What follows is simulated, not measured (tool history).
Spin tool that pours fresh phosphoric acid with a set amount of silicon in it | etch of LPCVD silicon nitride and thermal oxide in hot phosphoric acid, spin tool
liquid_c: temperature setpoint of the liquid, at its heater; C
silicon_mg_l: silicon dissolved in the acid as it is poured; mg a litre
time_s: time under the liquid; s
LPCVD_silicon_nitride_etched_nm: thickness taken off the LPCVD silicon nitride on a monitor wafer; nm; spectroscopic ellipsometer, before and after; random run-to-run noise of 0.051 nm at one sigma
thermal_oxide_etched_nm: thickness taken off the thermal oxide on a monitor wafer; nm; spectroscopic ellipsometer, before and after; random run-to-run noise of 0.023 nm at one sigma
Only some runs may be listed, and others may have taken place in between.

run	hour	liquid_c	silicon_mg_l	time_s	LPCVD_silicon_nitride_etched_nm	thermal_oxide_etched_nm
1	0	161	22	180	13.225	0.41725
2	6.5	161	22	120	8.7113	0.27143
3	13.6	161	22	75	5.4961	0.1652
4	20.1	162.5	22	75	5.7961	0.15536
5	22.1	162.5	31.5	75	5.7892	0.12613
6	25.9	162.5	24.5	75	5.78	0.17252
7	27.5	162.5	29	100	7.6694	0.20198
8	28.1	165	43	110	9.2248	0.12904

Predict the results of run 9:
9	36.9	165	41	120	?	?

LPCVD_silicon_nitride_etched_nm: 10.068 nm
thermal_oxide_etched_nm: 0.14449 nm
